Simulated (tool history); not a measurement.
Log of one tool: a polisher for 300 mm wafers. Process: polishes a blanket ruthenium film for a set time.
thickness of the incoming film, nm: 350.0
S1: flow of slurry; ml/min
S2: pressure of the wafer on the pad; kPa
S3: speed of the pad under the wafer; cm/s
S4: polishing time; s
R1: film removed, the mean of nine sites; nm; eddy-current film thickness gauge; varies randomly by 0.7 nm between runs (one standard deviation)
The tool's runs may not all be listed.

run  hour   S1    S2  S3  S4      R1
  1   0.0  165  16.5  78  38  33.124
  2   3.3  165  13.8  78  38  28.154
  3   5.9  165  15.2  78  38  30.949
  4   9.9  165  15.9  78  38  32.104
     14.4  -- worn pad replaced by a new one
  5  14.4  165  15.9  78  33  29.511
  6  19.3  165  17.2  78  33  32.807
  7  26.7  165  17.9  78  33  33.511

For run 8, what comes out?
  8  31.8  165  18.6  78  33   ?

R1: 35.074 nm
